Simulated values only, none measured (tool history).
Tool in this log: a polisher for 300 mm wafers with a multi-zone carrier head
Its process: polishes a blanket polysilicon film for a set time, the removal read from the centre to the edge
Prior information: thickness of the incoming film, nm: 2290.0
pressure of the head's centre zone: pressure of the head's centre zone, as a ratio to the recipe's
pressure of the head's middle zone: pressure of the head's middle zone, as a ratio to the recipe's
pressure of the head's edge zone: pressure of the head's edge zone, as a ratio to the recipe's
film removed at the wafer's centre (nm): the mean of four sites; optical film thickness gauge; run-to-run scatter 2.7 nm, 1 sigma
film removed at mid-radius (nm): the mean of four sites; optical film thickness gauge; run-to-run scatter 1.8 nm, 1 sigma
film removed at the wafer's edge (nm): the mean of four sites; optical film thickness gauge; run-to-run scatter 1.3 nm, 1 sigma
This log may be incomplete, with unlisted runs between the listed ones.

run  hour  flow of slurry (ml/min)  pressure of the head's centre zone  pressure of the head's middle zone  pressure of the head's edge zone  polishing time (s)  film removed at the wafer's centre (nm)  film removed at mid-radius (nm)  film removed at the wafer's edge (nm)
  1     0                      270                                   1                                   1                                 1                  49                                   340.71                           347.75                                 368.96
  2   3.5                      275                                1.01                                1.04                              0.95                  42                                   299.96                           308.18                                 308.72
  3   7.7                      275                                1.01                                1.07                              0.91                  38                                   265.28                           285.37                                 276.27
  4  13.3                      275                                1.01                                1.07                              0.87                  38                                   274.21                           291.83                                 271.62
  5  17.3                      270                                1.02                                1.09                              0.85                  35                                   254.51                           263.37                                 244.83
  6  19.6                      270                                1.02                                1.09                              0.85                  47                                   340.41                           358.81                                 330.13
  7  20.5                      270                                1.03                                1.11                              0.84                  42                                   303.99                           324.37                                 294.37
  8  23.4                      295                                1.04                                1.12                              0.83                  38                                   286.09                           299.87                                 268.11
  9  31.9                      285                                1.04                                1.13                              0.82                  35                                   259.37                           277.39                                 243.32
 10  33.5                      210                                1.06                                1.15                              0.81                  31                                    213.5                            233.6                                 205.31

Run 11, settings as shown, results not yet in. Your forecast:
 11  37.9                      220                                1.06                                1.15                              0.81                  31                                        ?                                ?                                      ?

film removed at the wafer's centre (nm): 222.31
film removed at mid-radius (nm): 237.6
film removed at the wafer's edge (nm): 208.52
